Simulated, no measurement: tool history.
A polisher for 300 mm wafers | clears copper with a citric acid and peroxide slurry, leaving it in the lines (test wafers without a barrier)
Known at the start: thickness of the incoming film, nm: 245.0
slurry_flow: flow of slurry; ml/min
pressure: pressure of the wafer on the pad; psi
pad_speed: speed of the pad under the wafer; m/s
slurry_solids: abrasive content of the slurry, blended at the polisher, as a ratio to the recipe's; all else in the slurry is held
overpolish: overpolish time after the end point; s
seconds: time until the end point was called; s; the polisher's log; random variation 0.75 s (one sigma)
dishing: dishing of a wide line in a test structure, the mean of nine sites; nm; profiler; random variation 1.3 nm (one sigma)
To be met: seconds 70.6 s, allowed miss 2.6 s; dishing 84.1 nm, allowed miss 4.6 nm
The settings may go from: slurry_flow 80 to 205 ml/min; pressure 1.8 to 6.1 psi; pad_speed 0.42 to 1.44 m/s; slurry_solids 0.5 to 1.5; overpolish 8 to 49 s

run,hour,slurry_flow,pressure,pad_speed,slurry_solids,overpolish,seconds,dishing
1,0,135,3.9,0.92,1,25,85.117,48.722
2,2.6,120,3.9,0.92,1,25,86.623,46.19
3,10,125,4,0.92,1,26,85.683,51.027
4,15.3,125,4,0.92,1,18,85.086,36.943
5,22.7,125,4.1,0.92,1,20,82.565,40.826
6,25.5,125,4.1,0.92,0.9,20,86.219,40.102
7,27,125,4.2,0.92,0.9,21,82.591,42.792
8,30.8,125,4.3,0.92,0.9,22,82.591,45.013
9,39.7,125,4.4,0.92,0.9,23,78.847,47.894
10,47.7,125,4.4,0.92,0.9,24,78.49,48.166
11,54.9,125,4.4,0.92,0.9,25,78.895,52.705
12,60.8,125,4.4,0.92,0.9,25,78.327,49.943
13,62.7,125,4.4,0.92,0.9,26,80.028,54.622
14,65.6,130,4.5,0.92,0.9,27,77.591,56.937
15,68.4,130,4.5,0.92,0.9,28,76.73,58.136
16,76.7,130,4.5,0.92,0.9,28,76.812,59.163
17,83.6,130,4.5,0.92,0.9,29,76.486,58.415
18,84.6,130,4.5,0.92,0.9,30,75.575,60.114

Which of these 4 next moves meets every target?
A,85.6,130,4.7,0.96,0.85,41,?,?
B,85.6,115,4.4,1.06,0.95,31,?,?
C,85.6,140,4.5,0.94,0.9,37,?,?
D,85.6,80,4.9,0.98,0.85,45,?,?

move,seconds,dishing
A,72.044,80.82
B,70.018,66.686
C,74.522,72.884
D,78.345,81.647
A: meets every target
B: nearer than the last run, and not there yet
C: nearer than the last run, and not there yet
D: brings the result that was furthest off to its target, and leaves another outside
The right move is A.
